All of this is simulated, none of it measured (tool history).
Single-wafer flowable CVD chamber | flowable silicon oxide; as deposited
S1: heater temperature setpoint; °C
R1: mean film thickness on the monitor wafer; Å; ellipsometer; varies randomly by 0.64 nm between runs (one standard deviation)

run 1 hour=0 | S1=105 chamber_pressure_(Torr)=0.839 RF_power_(kW)=1.645 deposition_time_(s)=1047 | R1=5049.7
run 2 hour=8.4 | S1=98 chamber_pressure_(Torr)=0.839 RF_power_(kW)=1.645 deposition_time_(s)=1047 | R1=6573
run 3 hour=11.8 | S1=105 chamber_pressure_(Torr)=0.839 RF_power_(kW)=1.645 deposition_time_(s)=1047 | R1=5065.1
run 4 hour=12.7 | S1=110 chamber_pressure_(Torr)=0.839 RF_power_(kW)=1.645 deposition_time_(s)=1047 | R1=4208
run 5 hour=18.2 | S1=110 chamber_pressure_(Torr)=0.839 RF_power_(kW)=1.78 deposition_time_(s)=1047 | R1=4291.4
run 6 hour=26.8 | S1=110 chamber_pressure_(Torr)=0.946 RF_power_(kW)=1.78 deposition_time_(s)=1047 | R1=4824.3

Run 7 has not been measured yet. What should we expect?
run 7 hour=32.6 | S1=114 chamber_pressure_(Torr)=0.927 RF_power_(kW)=1.78 deposition_time_(s)=1047 | R1=?

Run 7 came out at R1 4139.5 Å.
